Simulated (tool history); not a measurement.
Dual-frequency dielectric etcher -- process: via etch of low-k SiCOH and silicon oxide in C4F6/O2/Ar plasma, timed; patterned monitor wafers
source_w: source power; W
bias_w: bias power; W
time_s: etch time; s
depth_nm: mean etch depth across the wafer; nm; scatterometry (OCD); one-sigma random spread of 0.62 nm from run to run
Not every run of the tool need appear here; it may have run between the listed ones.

| run | hour | source_w | bias_w | time_s | depth_nm |
|---|---|---|---|---|---|
| 1 | 0.0 | 330 | 159 | 77.5 | 194.29 |
| 2 | 2.8 | 310 | 156 | 77.5 | 186.23 |
| 3 | 7.5 | 310 | 167 | 77.5 | 191.36 |
| 4 | 16.2 | 290 | 165 | 77.5 | 181.47 |
| 5 | 23.2 | 280 | 164 | 77.5 | 178.92 |
| 6 | 25.7 | 280 | 164 | 80.5 | 183.92 |
| 7 | 34.4 | 270 | 163 | 80.5 | 180.31 |
| 8 | 42.3 | 260 | 163 | 80.5 | 175.95 |

Forecast run 9:
| 9 | 47.2 | 250 | 163 | 80.5 | ? |

depth_nm: 170.93 nm
